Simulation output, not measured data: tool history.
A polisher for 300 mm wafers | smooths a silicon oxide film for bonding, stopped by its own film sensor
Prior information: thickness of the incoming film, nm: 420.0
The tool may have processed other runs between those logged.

run	day	flow of slurry (ml/min)	pressure of the wafer on the pad (kPa)	speed of the pad under the wafer (m/s)	abrasive content of the slurry	target thickness at which the film sensor stops the polish (nm)	time until the film sensor stopped the polish (s)
1	0	200	11	0.82	1	359	119.38
2	0.033	200	11.7	0.82	1	359	111.33
3	0.396	200	11.7	0.66	1	359	127.44
4	0.562	200	12.4	0.66	1	359	119.03
5	0.625	160	12.4	0.66	1	359	124.73
6	0.75	160	12.4	0.66	0.9	359	128.38

What will run 7 give?
7	1	165	13.1	0.66	0.9	359	?

Run 7 measured time until the film sensor stopped the polish (s) 124.12.
